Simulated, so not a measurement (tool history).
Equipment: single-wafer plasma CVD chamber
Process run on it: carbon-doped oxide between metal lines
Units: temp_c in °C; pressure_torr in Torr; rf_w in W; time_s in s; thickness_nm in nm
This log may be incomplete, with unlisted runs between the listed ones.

run    day  temp_c  pressure_torr  rf_w  time_s  thickness_nm
  1  0.000     355           6.34   475    9.39        47.279
  2  0.375     355           6.34   545    9.39        51.676
  3  0.700     364           6.34   545    9.39        49.980
  4  0.979     364           6.34   490    9.39        47.335
  5  1.075     364           6.34   535    9.39        49.869
  6  1.212     364           6.34   570    9.39        51.362
  7  1.479     364           6.34   570    9.39        51.353
  8  1.642     376           5.07   495    9.39        44.101

What will run 9 give?
  9  1.762     375           5.10   495    9.39             ?

{"run 9": {"thickness_nm": 44.435}}

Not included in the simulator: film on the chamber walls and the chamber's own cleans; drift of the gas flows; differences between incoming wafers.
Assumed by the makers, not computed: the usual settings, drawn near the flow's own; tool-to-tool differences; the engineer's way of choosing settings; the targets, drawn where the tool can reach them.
